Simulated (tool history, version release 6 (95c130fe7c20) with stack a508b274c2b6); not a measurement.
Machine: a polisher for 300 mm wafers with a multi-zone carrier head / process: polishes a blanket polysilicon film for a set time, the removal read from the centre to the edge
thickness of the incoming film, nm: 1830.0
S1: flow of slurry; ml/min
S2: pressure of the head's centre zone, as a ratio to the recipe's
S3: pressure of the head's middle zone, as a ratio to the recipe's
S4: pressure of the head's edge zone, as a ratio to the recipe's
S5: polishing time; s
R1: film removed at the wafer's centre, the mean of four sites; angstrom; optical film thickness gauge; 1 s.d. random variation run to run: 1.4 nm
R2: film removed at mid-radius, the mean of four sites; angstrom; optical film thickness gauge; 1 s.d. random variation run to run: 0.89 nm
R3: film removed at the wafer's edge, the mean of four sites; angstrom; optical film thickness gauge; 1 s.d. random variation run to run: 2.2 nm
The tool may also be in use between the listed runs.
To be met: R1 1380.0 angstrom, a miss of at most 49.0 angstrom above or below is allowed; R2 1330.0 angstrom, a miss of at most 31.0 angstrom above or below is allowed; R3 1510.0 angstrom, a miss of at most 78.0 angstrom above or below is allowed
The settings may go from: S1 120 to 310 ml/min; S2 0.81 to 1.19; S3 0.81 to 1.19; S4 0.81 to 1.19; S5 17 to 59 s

| run | day | S1 | S2 | S3 | S4 | S5 | R1 | R2 | R3 |
|---|---|---|---|---|---|---|---|---|---|
| 1 | 0.000 | 200 | 1.00 | 1.00 | 1.00 | 38 | 2228.4 | 2259.5 | 2125.1 |
| 2 | 0.233 | 180 | 1.00 | 1.00 | 1.00 | 38 | 2230.5 | 2218.8 | 2149.4 |
| 3 | 0.338 | 180 | 1.00 | 1.00 | 1.07 | 38 | 2216.8 | 2212.8 | 2206.0 |
| 4 | 0.592 | 180 | 1.00 | 1.00 | 1.07 | 33 | 1942.4 | 1908.1 | 1927.2 |
| 5 | 0.767 | 180 | 0.98 | 0.97 | 1.06 | 32 | 1806.4 | 1833.9 | 1910.1 |
| 6 | 0.908 | 180 | 0.98 | 0.95 | 1.04 | 31 | 1793.2 | 1754.4 | 1815.2 |
| 7 | 1.017 | 175 | 0.97 | 0.93 | 1.03 | 30 | 1717.9 | 1631.9 | 1746.4 |
| 8 | 1.067 | 170 | 0.95 | 0.91 | 1.01 | 30 | 1652.4 | 1605.1 | 1736.9 |
| 9 | 1.242 | 165 | 0.94 | 0.90 | 0.99 | 30 | 1630.9 | 1586.1 | 1674.9 |
| 10 | 1.454 | 160 | 0.93 | 0.89 | 0.99 | 30 | 1628.4 | 1592.6 | 1676.9 |
| 11 | 1.617 | 160 | 0.92 | 0.88 | 0.99 | 29 | 1591.2 | 1509.0 | 1641.1 |
| 12 | 1.683 | 155 | 0.90 | 0.87 | 0.99 | 29 | 1521.9 | 1482.7 | 1615.2 |
| 13 | 1.962 | 155 | 0.90 | 0.87 | 0.99 | 29 | 1549.2 | 1497.5 | 1643.0 |
| 14 | 2.312 | 155 | 0.90 | 0.87 | 0.99 | 29 | 1562.0 | 1490.2 | 1650.2 |
| 15 | 2.562 | 155 | 0.89 | 0.86 | 0.98 | 29 | 1539.3 | 1469.7 | 1656.8 |
| 16 | 2.846 | 150 | 0.88 | 0.86 | 0.97 | 29 | 1532.0 | 1462.5 | 1655.8 |
| 17 | 3.112 | 150 | 0.88 | 0.86 | 0.97 | 28 | 1458.1 | 1424.8 | 1579.5 |
| 18 | 3.429 | 145 | 0.87 | 0.85 | 0.96 | 28 | 1430.1 | 1403.5 | 1513.3 |
| 19 | 3.708 | 140 | 0.87 | 0.84 | 0.96 | 28 | 1420.7 | 1379.4 | 1536.9 |
| 20 | 3.950 | 135 | 0.87 | 0.84 | 0.96 | 28 | 1432.3 | 1395.1 | 1581.1 |
| 21 | 4.312 | 135 | 0.87 | 0.84 | 0.96 | 28 | 1432.0 | 1381.6 | 1521.6 |
| 22 | 4.408 | 135 | 0.86 | 0.84 | 0.96 | 28 | 1434.2 | 1383.5 | 1570.3 |
| 23 | 4.662 | 135 | 0.86 | 0.84 | 0.95 | 28 | 1403.0 | 1381.4 | 1539.8 |

4 candidate next runs follow, results not yet known. Just one meets every target within its allowed miss. Identify it.
| A | 4.917 | 135 | 0.92 | 0.94 | 0.90 | 27 | ? | ? | ? |
| B | 4.917 | 150 | 0.90 | 0.86 | 1.05 | 26 | ? | ? | ? |
| C | 4.917 | 120 | 0.86 | 0.88 | 1.02 | 28 | ? | ? | ? |
| D | 4.917 | 140 | 0.82 | 0.93 | 0.93 | 28 | ? | ? | ? |

| move | R1 | R2 | R3 |
|---|---|---|---|
| A | 1415.3 | 1465.9 | 1401.1 |
| B | 1356.4 | 1324.5 | 1464.5 |
| C | 1380.9 | 1422.7 | 1530.1 |
| D | 1359.1 | 1512.5 | 1479.2 |
A: further off than the last run
B: each result inside its tolerance
C: further off than the last run
D: further off than the last run
The move that meets every target is B.

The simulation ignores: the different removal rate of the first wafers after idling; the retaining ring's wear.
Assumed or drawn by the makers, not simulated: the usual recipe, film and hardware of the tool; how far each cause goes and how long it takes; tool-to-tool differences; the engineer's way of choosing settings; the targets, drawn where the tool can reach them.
